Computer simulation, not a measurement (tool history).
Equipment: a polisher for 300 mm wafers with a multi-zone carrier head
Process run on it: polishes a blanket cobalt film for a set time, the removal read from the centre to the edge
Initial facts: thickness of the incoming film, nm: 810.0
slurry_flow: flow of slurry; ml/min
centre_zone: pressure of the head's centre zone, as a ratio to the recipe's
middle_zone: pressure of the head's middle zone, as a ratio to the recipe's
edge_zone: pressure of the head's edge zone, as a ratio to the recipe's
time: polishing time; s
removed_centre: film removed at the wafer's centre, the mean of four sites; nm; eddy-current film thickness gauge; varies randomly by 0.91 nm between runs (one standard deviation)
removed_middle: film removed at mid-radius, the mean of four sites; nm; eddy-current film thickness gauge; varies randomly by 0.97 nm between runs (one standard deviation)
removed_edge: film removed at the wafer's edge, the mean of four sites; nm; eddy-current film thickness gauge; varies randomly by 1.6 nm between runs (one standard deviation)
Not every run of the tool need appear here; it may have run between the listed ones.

run,hour,slurry_flow,centre_zone,middle_zone,edge_zone,time,removed_centre,removed_middle,removed_edge
1,0.0,215,1.00,1.00,1.00,45,140.50,144.73,139.49
2,6.2,210,0.99,0.98,1.00,44,131.45,132.82,133.35
3,8.9,205,0.98,0.96,0.98,44,130.64,132.28,135.58
4,15.3,205,0.98,0.95,0.98,43,128.34,128.79,129.81
5,16.8,200,0.97,0.94,0.98,42,123.42,122.24,123.46
6,21.7,195,0.96,0.92,0.98,42,121.92,121.32,125.84
7,27.6,190,0.95,0.91,0.98,41,116.38,114.14,125.34

Run 8 is up next; what results do you expect?
8,32.5,190,0.95,0.90,0.97,41,?,?,?

removed_centre: 116.13 nm
removed_middle: 114.47 nm
removed_edge: 123.07 nm
